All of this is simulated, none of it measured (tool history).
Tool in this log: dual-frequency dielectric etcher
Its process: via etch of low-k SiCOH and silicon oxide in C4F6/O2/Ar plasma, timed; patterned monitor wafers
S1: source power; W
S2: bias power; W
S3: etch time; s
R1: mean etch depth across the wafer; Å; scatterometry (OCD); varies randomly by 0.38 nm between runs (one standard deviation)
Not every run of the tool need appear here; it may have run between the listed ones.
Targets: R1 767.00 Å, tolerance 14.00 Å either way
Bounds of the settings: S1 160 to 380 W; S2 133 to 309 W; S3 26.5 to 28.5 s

run,day,S1,S2,S3,R1
1,0.000,270,221,28.5,690.63
2,0.033,290,224,28.5,705.62
3,0.392,290,224,26.5,661.28
4,0.417,300,245,27.0,701.20
5,0.679,260,245,27.0,669.93
6,0.879,290,252,27.0,701.21
7,1.079,290,252,27.0,703.82
8,1.258,310,256,27.0,727.73
9,1.592,320,258,27.0,733.28

4 next moves are on the table. One of them brings every result within its allowed miss. Which?
A,1.925,320,238,26.5,?
B,1.925,320,243,27.0,?
C,1.925,320,245,28.5,?
D,1.925,320,258,26.5,?

move,R1
A,695.59
B,714.07
C,755.99
D,716.29
A: moves away from the targets compared with the last run
B: moves away from the targets compared with the last run
C: meets every target
D: moves away from the targets compared with the last run
Go with C: it meets all targets.
